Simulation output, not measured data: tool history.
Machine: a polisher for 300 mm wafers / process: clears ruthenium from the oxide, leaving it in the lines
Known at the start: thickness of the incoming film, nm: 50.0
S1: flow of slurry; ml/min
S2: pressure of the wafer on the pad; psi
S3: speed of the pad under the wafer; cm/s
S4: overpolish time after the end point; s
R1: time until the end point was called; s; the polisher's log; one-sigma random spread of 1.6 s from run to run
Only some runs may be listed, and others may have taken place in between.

Run 1, day 0: S1 305 ml/min, S2 1.3 psi, S3 76 cm/s, S4 7 s. Result: R1 98.388 s.
Run 2, day 0.25: S1 305 ml/min, S2 1.3 psi, S3 64 cm/s, S4 7 s. Result: R1 115.19 s.
Run 3, day 0.475: S1 305 ml/min, S2 1.2 psi, S3 64 cm/s, S4 7 s. Result: R1 124.69 s.
Run 4, day 0.838: S1 305 ml/min, S2 1.1 psi, S3 64 cm/s, S4 7 s. Result: R1 133.97 s.
Run 5, day 1.146: S1 305 ml/min, S2 1.3 psi, S3 64 cm/s, S4 7 s. Result: R1 113.85 s.
Run 6, day 1.479: S1 305 ml/min, S2 1.2 psi, S3 64 cm/s, S4 7 s. Result: R1 123.5 s.
Run 7, day 1.65: S1 305 ml/min, S2 1.2 psi, S3 64 cm/s, S4 7 s. Result: R1 124.39 s.
Run 8, day 1.708: S1 305 ml/min, S2 1.1 psi, S3 64 cm/s, S4 7 s. Result: R1 134.61 s.

What will run 9 give?
Run 9, day 1.75: S1 305 ml/min, S2 1 psi, S3 64 cm/s, S4 7 s. Result: R1 ?.

Run 9 yielded R1 148.72 s.
